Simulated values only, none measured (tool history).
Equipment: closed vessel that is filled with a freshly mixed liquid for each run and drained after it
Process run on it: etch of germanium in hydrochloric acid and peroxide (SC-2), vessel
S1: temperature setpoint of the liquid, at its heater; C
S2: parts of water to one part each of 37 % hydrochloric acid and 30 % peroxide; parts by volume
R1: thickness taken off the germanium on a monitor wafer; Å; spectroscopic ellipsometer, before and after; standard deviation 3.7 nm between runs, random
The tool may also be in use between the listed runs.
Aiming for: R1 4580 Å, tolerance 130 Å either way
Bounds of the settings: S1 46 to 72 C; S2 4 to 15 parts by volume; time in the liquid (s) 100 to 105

run 1 hour=0 | S1=62 S2=8.5 time_in_the_liquid_(s)=100 | R1=5194.6
run 2 hour=2.4 | S1=62 S2=8.5 time_in_the_liquid_(s)=105 | R1=5334.4
run 3 hour=7.4 | S1=62 S2=8.5 time_in_the_liquid_(s)=105 | R1=5399.2
run 4 hour=9.7 | S1=58.5 S2=8.5 time_in_the_liquid_(s)=105 | R1=4942
run 5 hour=15.2 | S1=58.5 S2=7 time_in_the_liquid_(s)=105 | R1=4958.6
run 6 hour=24.4 | S1=58.5 S2=5.5 time_in_the_liquid_(s)=105 | R1=5091.8
run 7 hour=25.5 | S1=57.5 S2=5.5 time_in_the_liquid_(s)=105 | R1=4873.5
run 8 hour=32.2 | S1=57 S2=5.5 time_in_the_liquid_(s)=105 | R1=4779.9

Of the 4 settings listed for the next run, only one would bring every result within its allowed miss of target. Which one?
run A hour=38.9 | S1=56 S2=7.5 time_in_the_liquid_(s)=105 | R1=?
run B hour=38.9 | S1=54 S2=4.5 time_in_the_liquid_(s)=105 | R1=?
run C hour=38.9 | S1=52.5 S2=6 time_in_the_liquid_(s)=105 | R1=?
run D hour=38.9 | S1=53 S2=5.5 time_in_the_liquid_(s)=105 | R1=?

move=A R1=4583.7
move=B R1=4401.2
move=C R1=4162.2
move=D R1=4242.3
A: all results land within tolerance of their targets
B: takes the result that was furthest off past its target
C: takes the result that was furthest off past its target
D: takes the result that was furthest off past its target
So the answer is move A, the one that meets all the targets.
